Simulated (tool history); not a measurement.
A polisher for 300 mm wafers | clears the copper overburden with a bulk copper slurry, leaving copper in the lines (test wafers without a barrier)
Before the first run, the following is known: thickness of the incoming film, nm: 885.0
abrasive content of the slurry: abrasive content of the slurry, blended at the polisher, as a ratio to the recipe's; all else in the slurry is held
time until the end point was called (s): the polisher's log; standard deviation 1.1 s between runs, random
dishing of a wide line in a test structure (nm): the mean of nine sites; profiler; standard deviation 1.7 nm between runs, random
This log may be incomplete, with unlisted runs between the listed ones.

| run | hour | flow of slurry (ml/min) | pressure of the wafer on the pad (kPa) | speed of the pad under the wafer (m/s) | abrasive content of the slurry | overpolish time after the end point (s) | time until the end point was called (s) | dishing of a wide line in a test structure (nm) |
|---|---|---|---|---|---|---|---|---|
| 1 | 0.0 | 190 | 13.8 | 1.18 | 1.0 | 10 | 131.35 | 44.480 |
| 2 | 5.9 | 220 | 13.8 | 1.18 | 1.0 | 10 | 129.65 | 43.356 |
| 3 | 9.0 | 220 | 13.8 | 1.18 | 1.0 | 9 | 130.32 | 43.028 |
| 4 | 14.7 | 180 | 13.8 | 1.18 | 1.0 | 9 | 131.13 | 39.342 |
| 5 | 20.7 | 185 | 14.5 | 1.18 | 1.0 | 10 | 128.68 | 44.550 |
| 6 | 25.0 | 190 | 15.9 | 1.18 | 1.0 | 11 | 115.74 | 51.607 |

What will run 7 give?
| 7 | 32.5 | 190 | 16.5 | 1.18 | 1.0 | 11 | ? | ? |

{"run 7": {"time until the end point was called (s)": 111.38, "dishing of a wide line in a test structure (nm)": 52.875}}
